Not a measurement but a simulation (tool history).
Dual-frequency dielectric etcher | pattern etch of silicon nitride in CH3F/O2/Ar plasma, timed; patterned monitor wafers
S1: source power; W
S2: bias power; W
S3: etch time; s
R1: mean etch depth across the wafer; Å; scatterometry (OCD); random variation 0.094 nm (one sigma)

run,hour,S1,S2,S3,R1
1,0,430,78,29,197.32
2,2.9,470,78,29,208.57
3,7.1,430,77,29,199.05
4,15.8,430,71,29,195.92
5,23.3,430,71,27,183.01
# hour 30.8: source power generator calibrated
6,30.8,430,71,29,192.58
7,32,410,70,29,187.83
8,37.7,390,69,29,183.36

The next listed run, before its measurement:
9,42.5,390,69,29,?

{"run 9": {"R1": 183.1}}
